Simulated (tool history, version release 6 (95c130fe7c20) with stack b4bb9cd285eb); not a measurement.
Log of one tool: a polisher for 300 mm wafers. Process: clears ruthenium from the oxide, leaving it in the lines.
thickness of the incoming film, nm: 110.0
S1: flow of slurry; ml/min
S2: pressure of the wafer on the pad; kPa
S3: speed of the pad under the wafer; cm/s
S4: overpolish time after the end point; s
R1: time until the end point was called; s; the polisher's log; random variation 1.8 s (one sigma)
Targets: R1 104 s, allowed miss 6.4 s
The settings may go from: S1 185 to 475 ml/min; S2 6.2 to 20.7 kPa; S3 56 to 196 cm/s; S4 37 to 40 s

run 1 hour=0 | S1=305 S2=13.1 S3=126 S4=37 | R1=76.557
run 2 hour=3.1 | S1=305 S2=10.3 S3=126 S4=37 | R1=87.128
run 3 hour=11.2 | S1=275 S2=10.3 S3=126 S4=37 | R1=89.205
run 4 hour=12.6 | S1=310 S2=10.3 S3=126 S4=37 | R1=86.983
-- hour=20.3 worn pad replaced by a new one
run 5 hour=20.3 | S1=310 S2=10.3 S3=152 S4=37 | R1=70.257
run 6 hour=24 | S1=310 S2=9.7 S3=148 S4=37 | R1=72.413
run 7 hour=31.2 | S1=305 S2=9 S3=144 S4=37 | R1=78.87
run 8 hour=32.3 | S1=305 S2=8.3 S3=140 S4=37 | R1=85.665
run 9 hour=34.7 | S1=305 S2=7.6 S3=138 S4=37 | R1=87.411

Which of these 4 next moves meets every target?
run A hour=37.1 | S1=335 S2=9 S3=158 S4=39 | R1=?
run B hour=37.1 | S1=355 S2=6.2 S3=124 S4=40 | R1=?
run C hour=37.1 | S1=340 S2=6.9 S3=110 S4=37 | R1=?
run D hour=37.1 | S1=275 S2=7.6 S3=104 S4=40 | R1=?

move=A R1=71.68
move=B R1=107.46
move=C R1=115.61
move=D R1=119.16
A: further off than the last run
B: meets every target
C: takes the result that was furthest off past its target
D: takes the result that was furthest off past its target
Move B is the one to make.
